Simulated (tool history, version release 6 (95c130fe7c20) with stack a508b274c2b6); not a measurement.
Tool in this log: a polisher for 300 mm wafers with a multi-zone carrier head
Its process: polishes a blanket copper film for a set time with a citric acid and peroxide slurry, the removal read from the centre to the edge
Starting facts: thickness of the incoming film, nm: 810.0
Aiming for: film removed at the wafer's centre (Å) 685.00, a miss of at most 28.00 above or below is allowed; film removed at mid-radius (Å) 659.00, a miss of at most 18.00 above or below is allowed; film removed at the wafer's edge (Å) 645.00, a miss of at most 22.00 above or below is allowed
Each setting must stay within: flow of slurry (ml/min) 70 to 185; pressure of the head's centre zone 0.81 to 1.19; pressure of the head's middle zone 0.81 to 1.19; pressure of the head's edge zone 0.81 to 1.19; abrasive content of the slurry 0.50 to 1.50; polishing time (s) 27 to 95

run,day,flow of slurry (ml/min),pressure of the head's centre zone,pressure of the head's middle zone,pressure of the head's edge zone,abrasive content of the slurry,polishing time (s),film removed at the wafer's centre (Å),film removed at mid-radius (Å),film removed at the wafer's edge (Å)
1,0.000,120,1.00,1.00,1.00,1.00,61,1133.70,1119.30,1108.30
2,0.250,95,1.00,1.00,1.00,1.00,61,1049.50,1055.50,1081.10
3,0.575,105,1.00,1.00,1.00,1.00,61,1093.90,1077.90,1083.20
4,0.812,105,1.00,0.94,1.00,1.00,61,1084.30,1028.60,1099.80
5,1.183,105,1.00,0.94,0.97,0.90,57,985.34,934.08,981.92
6,1.404,105,1.00,0.94,0.95,0.80,54,908.92,855.99,897.28
7,1.479,105,1.00,0.94,0.93,0.75,52,847.91,820.15,845.55
8,1.554,105,1.01,0.94,0.91,0.70,50,820.17,773.64,782.38
9,1.838,100,1.01,0.94,0.89,0.65,49,774.21,736.71,734.82
10,1.904,95,1.01,0.94,0.88,0.65,49,746.34,712.91,728.89
11,2.233,90,1.04,0.98,0.81,0.50,45,659.56,634.31,583.06
12,2.483,95,1.03,0.97,0.82,0.50,45,666.94,627.21,602.53
13,2.554,100,1.02,0.97,0.83,0.50,45,677.28,641.66,611.91
14,2.717,100,1.01,0.97,0.84,0.50,45,667.90,642.00,619.25

Exactly one of the 4 candidate moves below puts every result within its allowed miss. Which one?
A,2.879,100,1.07,0.94,0.83,0.50,44,?,?,?
B,2.879,120,0.98,0.94,0.86,0.60,43,?,?,?
C,2.879,100,1.07,0.89,0.82,0.50,45,?,?,?
D,2.879,85,0.95,0.97,0.85,0.50,48,?,?,?

move,film removed at the wafer's centre (Å),film removed at mid-radius (Å),film removed at the wafer's edge (Å)
A,688.29,622.05,593.82
B,685.06,671.50,640.51
C,703.73,612.82,604.42
D,624.43,656.50,630.89
A: moves away from the targets compared with the last run
B: meets every target
C: moves away from the targets compared with the last run
D: puts the biggest miss on target and leaves a different result outside tolerance
So the answer is move B, the one that meets all the targets.
